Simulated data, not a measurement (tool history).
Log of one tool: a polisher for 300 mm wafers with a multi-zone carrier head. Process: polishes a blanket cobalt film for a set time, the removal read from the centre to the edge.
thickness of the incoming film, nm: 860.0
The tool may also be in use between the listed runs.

run,hour,flow of slurry (ml/min),pressure of the head's centre zone,pressure of the head's middle zone,pressure of the head's edge zone,polishing time (s),film removed at the wafer's centre (Å),film removed at mid-radius (Å),film removed at the wafer's edge (Å)
1,0.0,230,1.00,1.00,1.00,56,1422.50,1485.60,1479.70
2,2.8,205,1.00,1.00,1.00,56,1440.70,1461.40,1474.30
3,8.0,205,1.00,1.00,1.00,42,1042.30,1093.70,1106.20
4,12.2,180,1.00,1.00,1.00,42,1061.70,1056.80,1086.00
5,13.9,180,1.00,1.00,1.00,29,724.86,741.66,757.99
6,22.7,175,1.03,1.01,1.03,32,811.67,814.40,820.28
7,23.4,180,1.04,0.99,1.03,35,900.66,876.37,915.01
8,27.0,195,1.07,0.98,1.04,36,985.97,906.41,962.36

Forecast run 9:
9,35.8,225,1.09,0.98,1.05,36,?,?,?

Run 9 gave film removed at the wafer's centre (Å) 1022.00, film removed at mid-radius (Å) 919.80, film removed at the wafer's edge (Å) 976.50.
